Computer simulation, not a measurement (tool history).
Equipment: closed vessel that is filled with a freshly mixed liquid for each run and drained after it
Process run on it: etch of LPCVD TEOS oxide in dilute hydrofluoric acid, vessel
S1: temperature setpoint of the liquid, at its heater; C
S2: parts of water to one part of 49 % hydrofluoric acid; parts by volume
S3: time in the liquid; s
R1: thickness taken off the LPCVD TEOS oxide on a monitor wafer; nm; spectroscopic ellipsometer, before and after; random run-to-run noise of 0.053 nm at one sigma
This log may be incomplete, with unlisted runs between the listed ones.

run,hour,S1,S2,S3,R1
1,0.0,24.0,270,380,28.980
2,7.1,23.0,280,380,26.537
3,14.8,21.0,280,380,24.839
4,16.1,20.5,290,380,23.489
5,17.5,22.5,290,380,24.926
6,19.0,21.5,300,380,23.152
7,23.2,20.5,305,380,21.807
8,25.7,20.5,305,380,21.905

Expected results for the next run?
9,28.0,20.0,310,380,?

Run 9 measured R1 20.937 nm.
